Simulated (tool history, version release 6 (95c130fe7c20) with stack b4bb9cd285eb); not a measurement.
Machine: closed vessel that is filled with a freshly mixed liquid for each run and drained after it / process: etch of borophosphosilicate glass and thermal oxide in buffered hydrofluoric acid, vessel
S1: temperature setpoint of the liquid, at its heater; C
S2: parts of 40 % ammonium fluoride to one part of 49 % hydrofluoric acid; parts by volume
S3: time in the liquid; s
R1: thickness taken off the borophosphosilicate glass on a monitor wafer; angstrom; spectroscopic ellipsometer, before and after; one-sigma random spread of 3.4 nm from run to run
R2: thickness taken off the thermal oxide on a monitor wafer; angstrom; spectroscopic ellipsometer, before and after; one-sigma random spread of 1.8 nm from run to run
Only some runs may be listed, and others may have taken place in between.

run    day    S1   S2  S3      R1      R2
  1      0    22  9.5  60  1423.4  630.59
  2  0.354  18.5  9.5  60  1166.6  499.61
  3  0.725    17  9.5  60  1079.8  463.46
  4  0.867    17    8  60  1258.5     547
  5  1.179    19  7.5  65  1659.9  719.96
  6  1.208    21    7  65  1976.7  864.83
     1.508  -- thermometer replaced
  7  1.508    25    5  70  3788.4  1635.7

Predict the results of run 8:
  8  1.617  25   5  70   ?   ?

Run 8 produced R1 3741.4 angstrom, R2 1631.8 angstrom.
